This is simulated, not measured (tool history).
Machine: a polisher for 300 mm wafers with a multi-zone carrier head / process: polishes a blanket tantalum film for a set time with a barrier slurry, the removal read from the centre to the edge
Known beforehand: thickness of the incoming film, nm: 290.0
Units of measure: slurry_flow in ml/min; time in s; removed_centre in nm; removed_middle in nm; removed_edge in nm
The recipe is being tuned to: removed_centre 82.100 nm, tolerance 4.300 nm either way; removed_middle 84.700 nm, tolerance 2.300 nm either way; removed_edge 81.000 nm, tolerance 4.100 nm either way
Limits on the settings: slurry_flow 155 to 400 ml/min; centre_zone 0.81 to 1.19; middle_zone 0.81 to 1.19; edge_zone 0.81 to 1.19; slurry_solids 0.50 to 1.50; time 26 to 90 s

run 1 hour=0.0 | slurry_flow=255 centre_zone=1.00 middle_zone=1.00 edge_zone=1.00 slurry_solids=1.00 time=58 | removed_centre=115.200 removed_middle=109.620 removed_edge=114.490
run 2 hour=2.5 | slurry_flow=255 centre_zone=1.04 middle_zone=1.00 edge_zone=1.00 slurry_solids=1.00 time=58 | removed_centre=115.100 removed_middle=110.060 removed_edge=120.180
run 3 hour=8.5 | slurry_flow=255 centre_zone=1.04 middle_zone=1.00 edge_zone=0.95 slurry_solids=1.00 time=58 | removed_centre=118.500 removed_middle=108.230 removed_edge=114.490
run 4 hour=16.3 | slurry_flow=200 centre_zone=1.04 middle_zone=1.00 edge_zone=0.95 slurry_solids=1.00 time=58 | removed_centre=110.470 removed_middle=104.210 removed_edge=112.720
run 5 hour=20.9 | slurry_flow=195 centre_zone=1.00 middle_zone=1.00 edge_zone=0.93 slurry_solids=0.90 time=58 | removed_centre=110.610 removed_middle=99.598 removed_edge=107.300
run 6 hour=23.9 | slurry_flow=195 centre_zone=0.94 middle_zone=1.00 edge_zone=0.93 slurry_solids=0.90 time=58 | removed_centre=102.890 removed_middle=101.410 removed_edge=106.250
run 7 hour=30.6 | slurry_flow=200 centre_zone=0.92 middle_zone=1.01 edge_zone=0.92 slurry_solids=0.80 time=56 | removed_centre=93.464 removed_middle=94.659 removed_edge=97.977
run 8 hour=36.2 | slurry_flow=215 centre_zone=0.92 middle_zone=1.02 edge_zone=0.90 slurry_solids=0.75 time=55 | removed_centre=95.484 removed_middle=91.931 removed_edge=92.692
run 9 hour=38.6 | slurry_flow=210 centre_zone=0.90 middle_zone=1.02 edge_zone=0.89 slurry_solids=0.70 time=55 | removed_centre=87.983 removed_middle=90.833 removed_edge=87.802
run 10 hour=47.1 | slurry_flow=210 centre_zone=0.89 middle_zone=1.01 edge_zone=0.88 slurry_solids=0.70 time=55 | removed_centre=88.481 removed_middle=90.398 removed_edge=92.249

5 next moves are on the table. One of them brings every result within its allowed miss. Which?
run A hour=55.6 | slurry_flow=185 centre_zone=1.08 middle_zone=1.01 edge_zone=0.86 slurry_solids=0.65 time=52 | removed_centre=? removed_middle=? removed_edge=?
run B hour=55.6 | slurry_flow=170 centre_zone=0.89 middle_zone=1.15 edge_zone=0.97 slurry_solids=0.75 time=55 | removed_centre=? removed_middle=? removed_edge=?
run C hour=55.6 | slurry_flow=155 centre_zone=0.87 middle_zone=0.99 edge_zone=0.93 slurry_solids=0.75 time=54 | removed_centre=? removed_middle=? removed_edge=?
run D hour=55.6 | slurry_flow=220 centre_zone=0.88 middle_zone=1.01 edge_zone=0.89 slurry_solids=0.70 time=62 | removed_centre=? removed_middle=? removed_edge=?
run E hour=55.6 | slurry_flow=235 centre_zone=0.91 middle_zone=1.05 edge_zone=0.88 slurry_solids=0.70 time=50 | removed_centre=? removed_middle=? removed_edge=?

move=A removed_centre=87.007 removed_middle=79.971 removed_edge=81.794
move=B removed_centre=85.850 removed_middle=98.441 removed_edge=95.484
move=C removed_centre=81.297 removed_middle=83.361 removed_edge=90.760
move=D removed_centre=98.451 removed_middle=101.240 removed_edge=104.330
move=E removed_centre=81.732 removed_middle=85.185 removed_edge=84.263
A: meets the target for the result that was furthest off, but another lies outside its allowed miss
B: the biggest miss grows against the last run
C: closer than the last run, but not yet in spec
D: the biggest miss grows against the last run
E: every result within its allowed miss
Correct choice: E, which meets every target
